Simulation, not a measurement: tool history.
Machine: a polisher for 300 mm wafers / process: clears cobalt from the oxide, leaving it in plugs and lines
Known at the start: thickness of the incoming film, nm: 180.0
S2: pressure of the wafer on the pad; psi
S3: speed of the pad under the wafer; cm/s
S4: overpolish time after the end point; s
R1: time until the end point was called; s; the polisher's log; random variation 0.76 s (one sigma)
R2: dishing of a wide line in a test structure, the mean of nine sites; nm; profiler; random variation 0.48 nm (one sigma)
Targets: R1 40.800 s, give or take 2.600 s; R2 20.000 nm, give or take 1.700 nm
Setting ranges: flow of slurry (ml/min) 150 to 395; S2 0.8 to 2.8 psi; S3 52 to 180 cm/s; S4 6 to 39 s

Run 1, hour 0.0: flow of slurry (ml/min) 250, S2 1.8 psi, S3 116 cm/s, S4 20 s. Result: R1 29.555 s, R2 51.305 nm.
Run 2, hour 7.9: flow of slurry (ml/min) 250, S2 1.8 psi, S3 116 cm/s, S4 14 s. Result: R1 28.683 s, R2 42.555 nm.
Run 3, hour 11.3: flow of slurry (ml/min) 250, S2 2.1 psi, S3 116 cm/s, S4 14 s. Result: R1 25.979 s, R2 45.579 nm.
Run 4, hour 16.0: flow of slurry (ml/min) 200, S2 2.1 psi, S3 116 cm/s, S4 14 s. Result: R1 26.302 s, R2 46.775 nm.
Run 5, hour 17.1: flow of slurry (ml/min) 250, S2 1.8 psi, S3 114 cm/s, S4 12 s. Result: R1 29.362 s, R2 40.412 nm.
Run 6, hour 22.0: flow of slurry (ml/min) 190, S2 1.8 psi, S3 114 cm/s, S4 12 s. Result: R1 31.389 s, R2 38.744 nm.
Run 7, hour 30.6: flow of slurry (ml/min) 180, S2 1.5 psi, S3 120 cm/s, S4 10 s. Result: R1 33.518 s, R2 34.662 nm.
Run 8, hour 34.8: flow of slurry (ml/min) 170, S2 1.3 psi, S3 122 cm/s, S4 9 s. Result: R1 37.510 s, R2 28.925 nm.
Run 9, hour 42.8: flow of slurry (ml/min) 165, S2 1.2 psi, S3 126 cm/s, S4 8 s. Result: R1 39.089 s, R2 27.320 nm.
Run 10, hour 47.1: flow of slurry (ml/min) 160, S2 1.1 psi, S3 132 cm/s, S4 7 s. Result: R1 38.688 s, R2 23.338 nm.
Run 11, hour 47.8: flow of slurry (ml/min) 160, S2 1.0 psi, S3 134 cm/s, S4 7 s. Result: R1 42.111 s, R2 21.334 nm.
Run 12, hour 49.1: flow of slurry (ml/min) 160, S2 1.0 psi, S3 136 cm/s, S4 7 s. Result: R1 42.480 s, R2 22.175 nm.
Run 13, hour 54.3: flow of slurry (ml/min) 160, S2 1.0 psi, S3 140 cm/s, S4 7 s. Result: R1 39.024 s, R2 22.216 nm.
Run 14, hour 55.3: flow of slurry (ml/min) 160, S2 0.9 psi, S3 142 cm/s, S4 6 s. Result: R1 44.136 s, R2 18.893 nm.

4 candidate next runs follow, results not yet known. Just one meets every target within its allowed miss. Identify it.
Run A, hour 56.3: flow of slurry (ml/min) 155, S2 0.9 psi, S3 120 cm/s, S4 6 s. Result: R1 ?, R2 ?.
Run B, hour 56.3: flow of slurry (ml/min) 160, S2 0.8 psi, S3 142 cm/s, S4 7 s. Result: R1 ?, R2 ?.
Run C, hour 56.3: flow of slurry (ml/min) 170, S2 0.9 psi, S3 116 cm/s, S4 9 s. Result: R1 ?, R2 ?.
Run D, hour 56.3: flow of slurry (ml/min) 195, S2 0.9 psi, S3 146 cm/s, S4 6 s. Result: R1 ?, R2 ?.

move      R1      R2
   A  51.844  16.423
   B  47.882  19.921
   C  53.110  22.414
   D  41.929  19.569
A: the biggest miss grows against the last run
B: the biggest miss grows against the last run
C: the biggest miss grows against the last run
D: hits every target within its allowed miss
The right move is D.

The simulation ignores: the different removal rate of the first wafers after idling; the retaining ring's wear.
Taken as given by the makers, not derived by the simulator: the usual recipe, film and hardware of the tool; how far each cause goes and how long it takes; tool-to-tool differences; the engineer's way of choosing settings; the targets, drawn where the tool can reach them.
